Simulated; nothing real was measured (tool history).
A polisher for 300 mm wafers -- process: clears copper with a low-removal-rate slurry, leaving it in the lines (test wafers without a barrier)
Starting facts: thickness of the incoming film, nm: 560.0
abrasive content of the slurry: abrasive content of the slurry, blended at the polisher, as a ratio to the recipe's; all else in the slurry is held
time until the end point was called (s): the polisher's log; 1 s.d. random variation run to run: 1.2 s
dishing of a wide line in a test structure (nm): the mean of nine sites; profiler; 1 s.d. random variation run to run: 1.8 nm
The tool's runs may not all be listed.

run  hour  flow of slurry (ml/min)  pressure of the wafer on the pad (psi)  speed of the pad under the wafer (m/s)  abrasive content of the slurry  overpolish time after the end point (s)  time until the end point was called (s)  dishing of a wide line in a test structure (nm)
  1   0.0                      170                                     3.0                                    1.24                            1.00                                       28                                   115.08                                           67.061
  2   3.7                      170                                     3.0                                    1.24                            0.85                                       28                                   122.05                                           64.239
  3  12.5                      170                                     3.1                                    1.24                            0.85                                       31                                   118.60                                           71.561
  4  18.9                      170                                     3.1                                    1.24                            0.85                                       22                                   116.88                                           56.031
  5  20.1                      170                                     3.2                                    1.24                            0.85                                       26                                   115.71                                           62.595
  6  22.1                      170                                     3.3                                    1.24                            0.85                                       29                                   112.68                                           71.841
     24.9  -- head pressure recalibrated
  7  24.9                      175                                     3.4                                    1.24                            0.85                                       30                                   119.40                                           68.557
  8  32.5                      165                                     3.6                                    1.26                            0.85                                       32                                   109.65                                           77.310

Estimate the outcome of run 9 from the log above:
  9  37.0                      165                                     3.7                                    1.26                            0.85                                       33                                        ?                                                ?

{"run 9": {"time until the end point was called (s)": 106.41, "dishing of a wide line in a test structure (nm)": 77.316}}
